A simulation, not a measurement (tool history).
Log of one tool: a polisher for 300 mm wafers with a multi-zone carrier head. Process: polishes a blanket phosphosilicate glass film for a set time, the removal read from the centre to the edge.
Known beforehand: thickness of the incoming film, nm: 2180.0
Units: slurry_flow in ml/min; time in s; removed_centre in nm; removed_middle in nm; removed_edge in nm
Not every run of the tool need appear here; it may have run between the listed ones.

{"run": 1, "hour": 0.0, "slurry_flow": 225, "centre_zone": 1.0, "middle_zone": 1.0, "edge_zone": 1.0, "slurry_solids": 1.0, "time": 73, "removed_centre": 654.6, "removed_middle": 656.72, "removed_edge": 635.3}
{"run": 2, "hour": 0.8, "slurry_flow": 215, "centre_zone": 0.97, "middle_zone": 0.95, "edge_zone": 1.0, "slurry_solids": 0.85, "time": 63, "removed_centre": 507.61, "removed_middle": 496.52, "removed_edge": 513.87}
{"run": 3, "hour": 3.5, "slurry_flow": 210, "centre_zone": 0.95, "middle_zone": 0.92, "edge_zone": 0.98, "slurry_solids": 0.75, "time": 57, "removed_centre": 413.88, "removed_middle": 410.06, "removed_edge": 431.51}
{"run": 4, "hour": 4.8, "slurry_flow": 205, "centre_zone": 0.94, "middle_zone": 0.89, "edge_zone": 0.96, "slurry_solids": 0.65, "time": 55, "removed_centre": 369.28, "removed_middle": 349.97, "removed_edge": 381.58}
{"run": 5, "hour": 11.6, "slurry_flow": 205, "centre_zone": 0.99, "middle_zone": 0.89, "edge_zone": 0.96, "slurry_solids": 0.65, "time": 55, "removed_centre": 384.82, "removed_middle": 361.76, "removed_edge": 395.01}
{"run": 6, "hour": 18.5, "slurry_flow": 205, "centre_zone": 0.99, "middle_zone": 0.81, "edge_zone": 0.96, "slurry_solids": 0.65, "time": 55, "removed_centre": 383.55, "removed_middle": 338.4, "removed_edge": 396.74}

Run 7 has not been measured yet. What should we expect?
{"run": 7, "hour": 26.0, "slurry_flow": 200, "centre_zone": 0.95, "middle_zone": 0.81, "edge_zone": 0.93, "slurry_solids": 0.6, "time": 55, "removed_centre": "?", "removed_middle": "?", "removed_edge": "?"}

{"run 7": {"removed_centre": 363.31, "removed_middle": 318.93, "removed_edge": 361.99}}

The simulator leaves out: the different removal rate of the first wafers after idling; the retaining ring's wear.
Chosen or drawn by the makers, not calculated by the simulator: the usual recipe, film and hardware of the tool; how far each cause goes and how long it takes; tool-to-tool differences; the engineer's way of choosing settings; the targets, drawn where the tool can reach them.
